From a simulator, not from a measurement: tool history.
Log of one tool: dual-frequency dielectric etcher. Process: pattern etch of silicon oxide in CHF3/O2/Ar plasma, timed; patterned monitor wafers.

| run | hour | source power (kW) | bias power (kW) | etch time (s) | mean etch depth across the wafer (Å) |
|---|---|---|---|---|---|
| 1 | 0.0 | 0.860 | 0.194 | 230.5 | 5254.3 |
| 2 | 3.3 | 1.010 | 0.194 | 230.5 | 5542.7 |
| 3 | 10.6 | 1.080 | 0.194 | 230.5 | 5637.2 |
| 4 | 11.6 | 1.080 | 0.194 | 230.5 | 5671.4 |
| 5 | 12.3 | 1.080 | 0.208 | 230.5 | 5841.8 |
| 6 | 20.8 | 0.980 | 0.190 | 228.0 | 5361.5 |
| 7 | 21.9 | 0.800 | 0.156 | 223.5 | 4414.3 |

The next listed run, before its measurement:
| 8 | 26.8 | 0.780 | 0.155 | 223.5 | ? |

mean etch depth across the wafer (Å): 4393.5

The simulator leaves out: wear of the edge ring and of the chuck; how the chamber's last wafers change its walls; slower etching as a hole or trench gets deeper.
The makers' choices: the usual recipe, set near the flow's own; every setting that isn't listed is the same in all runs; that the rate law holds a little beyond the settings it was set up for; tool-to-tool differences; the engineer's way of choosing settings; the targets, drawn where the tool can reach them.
